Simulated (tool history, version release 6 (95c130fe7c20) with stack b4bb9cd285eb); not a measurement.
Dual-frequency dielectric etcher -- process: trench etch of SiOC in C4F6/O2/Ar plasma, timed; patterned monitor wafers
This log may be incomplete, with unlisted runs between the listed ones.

| run | hour | source power (kW) | bias power (kW) | etch time (s) | mean etch depth across the wafer (nm) |
|---|---|---|---|---|---|
| 1 | 0.0 | 0.490 | 0.154 | 9 | 19.870 |
| 2 | 0.9 | 0.490 | 0.137 | 9 | 18.799 |
| 3 | 8.8 | 0.540 | 0.141 | 9 | 19.678 |
| 4 | 13.0 | 0.540 | 0.141 | 8 | 17.577 |
| 5 | 14.7 | 0.540 | 0.141 | 8 | 17.478 |
| 6 | 22.8 | 0.560 | 0.161 | 8 | 18.816 |
| 7 | 23.7 | 0.580 | 0.175 | 8 | 19.613 |
| 8 | 25.1 | 0.600 | 0.186 | 8 | 20.184 |

Expected results for the next run?
| 9 | 26.7 | 0.610 | 0.194 | 8 | ? |

For run 9 the tool returned mean etch depth across the wafer (nm) 20.741.

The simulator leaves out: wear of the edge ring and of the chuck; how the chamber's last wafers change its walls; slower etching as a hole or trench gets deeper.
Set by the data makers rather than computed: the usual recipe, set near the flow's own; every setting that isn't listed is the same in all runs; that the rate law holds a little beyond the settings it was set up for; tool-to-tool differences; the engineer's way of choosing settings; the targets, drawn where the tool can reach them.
